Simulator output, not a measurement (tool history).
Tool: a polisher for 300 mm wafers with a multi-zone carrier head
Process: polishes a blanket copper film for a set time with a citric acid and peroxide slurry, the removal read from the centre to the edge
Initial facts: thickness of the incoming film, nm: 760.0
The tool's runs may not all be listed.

run	day	flow of slurry (ml/min)	pressure of the head's centre zone	pressure of the head's middle zone	pressure of the head's edge zone	abrasive content of the slurry	polishing time (s)	film removed at the wafer's centre (nm)	film removed at mid-radius (nm)	film removed at the wafer's edge (nm)
1	0	125	1	1	1	1	34	95.788	100.44	96.422
2	0.158	125	1	0.95	1	1	34	94.77	94.793	96.421
3	0.329	125	1	0.95	1.09	1	34	95.053	93.892	100.3
4	0.375	115	1.01	0.95	1.03	0.9	34	92.157	91.351	92.967
5	0.642	115	1.01	0.87	1.03	0.9	34	92.643	83.774	94.768
6	0.762	115	1.01	0.93	1.03	0.9	34	92.981	88.795	92.878
7	0.829	105	1.01	0.93	1.01	0.85	34	89.321	87.837	90.988
8	0.908	100	1.02	0.93	0.98	0.8	34	89.465	84.639	87.329
9	1.183	95	1.02	0.94	0.96	0.8	34	86.749	83.614	86.257
10	1.479	95	1.02	0.94	0.96	0.8	34	88.104	85.029	88.161

The next listed run, before its measurement:
11	1.846	95	1.03	0.95	0.95	0.75	34	?	?	?

{"run 11": {"film removed at the wafer's centre (nm)": 86.054, "film removed at mid-radius (nm)": 82.498, "film removed at the wafer's edge (nm)": 84.104}}
